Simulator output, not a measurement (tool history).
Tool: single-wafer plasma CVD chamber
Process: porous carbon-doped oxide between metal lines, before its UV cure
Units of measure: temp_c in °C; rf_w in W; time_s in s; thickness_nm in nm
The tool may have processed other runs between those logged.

run,hour,temp_c,rf_w,time_s,thickness_nm
1,0.0,300,565,27.6,161.23
2,3.8,300,500,27.6,144.29
3,11.7,296,500,27.6,146.96
4,19.5,296,500,27.6,147.46
5,27.0,291,540,27.6,162.16
6,34.5,291,540,27.6,161.90
7,40.1,287,560,27.6,170.31

Estimate the outcome of run 8 from the log above:
8,48.5,284,575,27.6,?

For run 8 the tool returned thickness_nm 177.33 nm.

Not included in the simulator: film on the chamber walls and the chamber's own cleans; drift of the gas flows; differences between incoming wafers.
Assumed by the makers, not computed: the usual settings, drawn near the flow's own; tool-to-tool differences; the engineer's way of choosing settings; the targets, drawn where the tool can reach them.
